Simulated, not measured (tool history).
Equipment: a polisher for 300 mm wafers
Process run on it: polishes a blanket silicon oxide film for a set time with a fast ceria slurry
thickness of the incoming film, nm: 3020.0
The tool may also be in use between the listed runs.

run	hour	flow of slurry (ml/min)	pressure of the wafer on the pad (kPa)	speed of the pad under the wafer (cm/s)	polishing time (s)	film removed (angstrom)
1	0	135	21.4	86	92	12019
2	1.2	135	17.9	86	92	10158
3	8.4	135	17.9	86	97	10666
4	13.9	135	20.7	86	97	12224
5	19.5	160	20.7	86	97	12549
6	24	175	20.7	86	97	12653
7	26.7	175	22.1	86	97	13540

What does the tool deliver on the next run?
8	34.8	175	23.4	86	97	?

For run 8 the tool returned film removed (angstrom) 14314.
